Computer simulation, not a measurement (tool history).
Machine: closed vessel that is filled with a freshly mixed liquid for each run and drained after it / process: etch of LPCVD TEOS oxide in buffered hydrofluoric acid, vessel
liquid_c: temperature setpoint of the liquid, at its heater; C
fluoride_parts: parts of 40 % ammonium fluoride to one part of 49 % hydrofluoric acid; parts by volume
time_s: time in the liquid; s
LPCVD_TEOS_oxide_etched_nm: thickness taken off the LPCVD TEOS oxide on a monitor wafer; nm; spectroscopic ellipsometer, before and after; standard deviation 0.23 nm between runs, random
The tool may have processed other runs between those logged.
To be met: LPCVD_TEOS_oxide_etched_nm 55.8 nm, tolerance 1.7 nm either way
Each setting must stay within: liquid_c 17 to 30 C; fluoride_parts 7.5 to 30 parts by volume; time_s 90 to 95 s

run 1 hour=0 | liquid_c=22 fluoride_parts=21 time_s=90 | LPCVD_TEOS_oxide_etched_nm=61.047
run 2 hour=8.2 | liquid_c=22 fluoride_parts=21 time_s=90 | LPCVD_TEOS_oxide_etched_nm=62.111
run 3 hour=9.3 | liquid_c=19.5 fluoride_parts=21 time_s=90 | LPCVD_TEOS_oxide_etched_nm=53.294
run 4 hour=13.8 | liquid_c=19.5 fluoride_parts=27 time_s=90 | LPCVD_TEOS_oxide_etched_nm=45.309
run 5 hour=16.4 | liquid_c=20 fluoride_parts=27 time_s=90 | LPCVD_TEOS_oxide_etched_nm=46.395
run 6 hour=18 | liquid_c=20.5 fluoride_parts=27 time_s=90 | LPCVD_TEOS_oxide_etched_nm=47.696
run 7 hour=27 | liquid_c=21 fluoride_parts=27 time_s=90 | LPCVD_TEOS_oxide_etched_nm=49.05
run 8 hour=30.9 | liquid_c=21.5 fluoride_parts=27 time_s=90 | LPCVD_TEOS_oxide_etched_nm=50.132
run 9 hour=37.8 | liquid_c=22 fluoride_parts=27 time_s=90 | LPCVD_TEOS_oxide_etched_nm=51.649

4 next moves are on the table. One of them brings every result within its allowed miss. Which?
run A hour=44.7 | liquid_c=23 fluoride_parts=26.5 time_s=90 | LPCVD_TEOS_oxide_etched_nm=?
run B hour=44.7 | liquid_c=22 fluoride_parts=28 time_s=90 | LPCVD_TEOS_oxide_etched_nm=?
run C hour=44.7 | liquid_c=21 fluoride_parts=25.5 time_s=90 | LPCVD_TEOS_oxide_etched_nm=?
run D hour=44.7 | liquid_c=23 fluoride_parts=30 time_s=90 | LPCVD_TEOS_oxide_etched_nm=?

move=A LPCVD_TEOS_oxide_etched_nm=55.686
move=B LPCVD_TEOS_oxide_etched_nm=50.677
move=C LPCVD_TEOS_oxide_etched_nm=51.094
move=D LPCVD_TEOS_oxide_etched_nm=51.112
A: all results in spec
B: the biggest miss grows against the last run
C: the biggest miss grows against the last run
D: the biggest miss grows against the last run
Answer: A

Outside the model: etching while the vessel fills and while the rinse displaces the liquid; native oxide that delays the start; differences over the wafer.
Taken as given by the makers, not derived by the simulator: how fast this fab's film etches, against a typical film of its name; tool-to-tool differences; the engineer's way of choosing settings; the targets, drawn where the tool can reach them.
